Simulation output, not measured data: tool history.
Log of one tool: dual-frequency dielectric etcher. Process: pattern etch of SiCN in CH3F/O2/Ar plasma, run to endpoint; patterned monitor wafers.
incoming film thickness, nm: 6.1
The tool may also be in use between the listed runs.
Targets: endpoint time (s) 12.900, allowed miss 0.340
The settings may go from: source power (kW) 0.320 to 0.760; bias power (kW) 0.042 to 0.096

run	hour	source power (kW)	bias power (kW)	endpoint time (s)
1	0.0	0.540	0.069	14.747
2	3.2	0.540	0.060	15.466
3	7.0	0.470	0.060	16.618
4	10.1	0.490	0.061	16.168
5	12.4	0.510	0.062	15.703
6	19.6	0.510	0.053	16.732
7	24.3	0.530	0.054	16.232
8	30.1	0.550	0.055	15.811
9	30.9	0.570	0.056	15.556
10	38.7	0.590	0.057	15.158
11	41.5	0.600	0.058	14.987
12	46.4	0.610	0.059	14.702
13	54.5	0.620	0.059	14.620
14	62.3	0.630	0.059	14.569
15	69.6	0.640	0.060	14.443

4 next moves are on the table. One of them brings every result within its allowed miss. Which?
A	76.9	0.570	0.052	?
B	76.9	0.720	0.069	?
C	76.9	0.530	0.045	?
D	76.9	0.760	0.076	?

move	endpoint time (s)
A	15.860
B	12.903
C	17.255
D	12.168
A: further off than the last run
B: meets every target
C: further off than the last run
D: takes the result that was furthest off past its target
Move B is the one to make.
